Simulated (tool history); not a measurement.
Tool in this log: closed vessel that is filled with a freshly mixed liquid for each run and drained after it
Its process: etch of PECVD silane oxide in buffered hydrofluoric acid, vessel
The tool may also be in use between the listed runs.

| run | hour | temperature setpoint of the liquid (C) | parts of 40 % ammonium fluoride to one part of 49 % hydrofluoric acid (parts by volume) | time in the liquid (s) | thickness taken off the PECVD silane oxide on a monitor wafer (Å) |
|---|---|---|---|---|---|
| 1 | 0.0 | 25 | 10.0 | 95 | 4412.9 |
| 2 | 4.2 | 28 | 10.0 | 95 | 5164.7 |
| 3 | 5.8 | 28 | 7.0 | 95 | 7273.9 |
| 4 | 13.4 | 30 | 7.0 | 95 | 8072.7 |
| 5 | 14.6 | 28 | 7.0 | 95 | 7242.6 |
| 6 | 20.0 | 28 | 9.5 | 95 | 5339.8 |
| 7 | 25.8 | 24 | 10.0 | 95 | 4173.9 |

Expected results for the next run?
| 8 | 30.5 | 20 | 10.5 | 95 | ? |

{"run 8": {"thickness taken off the PECVD silane oxide on a monitor wafer (Å)": 3188.7}}
